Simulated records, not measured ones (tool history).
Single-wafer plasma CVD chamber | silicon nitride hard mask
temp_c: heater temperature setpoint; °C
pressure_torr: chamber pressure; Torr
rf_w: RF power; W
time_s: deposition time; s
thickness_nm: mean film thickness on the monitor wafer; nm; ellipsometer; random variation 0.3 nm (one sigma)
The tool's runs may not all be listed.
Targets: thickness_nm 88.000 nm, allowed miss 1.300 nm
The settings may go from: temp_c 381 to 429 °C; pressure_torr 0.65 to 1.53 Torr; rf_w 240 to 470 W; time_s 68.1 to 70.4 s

{"run": 1, "day": 0.0, "temp_c": 405, "pressure_torr": 1.09, "rf_w": 355, "time_s": 68.1, "thickness_nm": 76.297}
{"run": 2, "day": 0.129, "temp_c": 405, "pressure_torr": 1.24, "rf_w": 355, "time_s": 68.1, "thickness_nm": 80.734}
{"run": 3, "day": 0.35, "temp_c": 401, "pressure_torr": 1.24, "rf_w": 355, "time_s": 68.1, "thickness_nm": 80.887}
{"run": 4, "day": 0.679, "temp_c": 401, "pressure_torr": 1.24, "rf_w": 315, "time_s": 68.1, "thickness_nm": 75.334}
{"run": 5, "day": 0.979, "temp_c": 396, "pressure_torr": 1.24, "rf_w": 315, "time_s": 68.1, "thickness_nm": 76.157}
{"run": 6, "day": 1.142, "temp_c": 396, "pressure_torr": 1.28, "rf_w": 320, "time_s": 68.1, "thickness_nm": 77.289}
{"run": 7, "day": 1.317, "temp_c": 396, "pressure_torr": 1.31, "rf_w": 325, "time_s": 68.1, "thickness_nm": 79.292}
{"run": 8, "day": 1.488, "temp_c": 396, "pressure_torr": 1.34, "rf_w": 325, "time_s": 68.1, "thickness_nm": 79.433}
{"run": 9, "day": 1.833, "temp_c": 396, "pressure_torr": 1.36, "rf_w": 330, "time_s": 68.1, "thickness_nm": 80.564}
{"run": 10, "day": 2.046, "temp_c": 396, "pressure_torr": 1.38, "rf_w": 335, "time_s": 68.1, "thickness_nm": 81.652}
{"run": 11, "day": 2.308, "temp_c": 396, "pressure_torr": 1.4, "rf_w": 340, "time_s": 68.1, "thickness_nm": 83.041}

5 next moves are on the table. One of them brings every result within its allowed miss. Which?
{"run": "A", "day": 2.571, "temp_c": 389, "pressure_torr": 1.18, "rf_w": 420, "time_s": 68.3, "thickness_nm": "?"}
{"run": "B", "day": 2.571, "temp_c": 397, "pressure_torr": 1.35, "rf_w": 350, "time_s": 69.2, "thickness_nm": "?"}
{"run": "C", "day": 2.571, "temp_c": 399, "pressure_torr": 1.53, "rf_w": 330, "time_s": 68.6, "thickness_nm": "?"}
{"run": "D", "day": 2.571, "temp_c": 402, "pressure_torr": 1.53, "rf_w": 375, "time_s": 69.1, "thickness_nm": "?"}
{"run": "E", "day": 2.571, "temp_c": 395, "pressure_torr": 1.52, "rf_w": 335, "time_s": 68.3, "thickness_nm": "?"}

move=A thickness_nm=88.267
move=B thickness_nm=84.542
move=C thickness_nm=84.584
move=D thickness_nm=91.682
move=E thickness_nm=84.932
A: meets every target
B: nearer than the last run, and not there yet
C: nearer than the last run, and not there yet
D: takes the result that was furthest off past its target
E: nearer than the last run, and not there yet
Move A is the one to make.
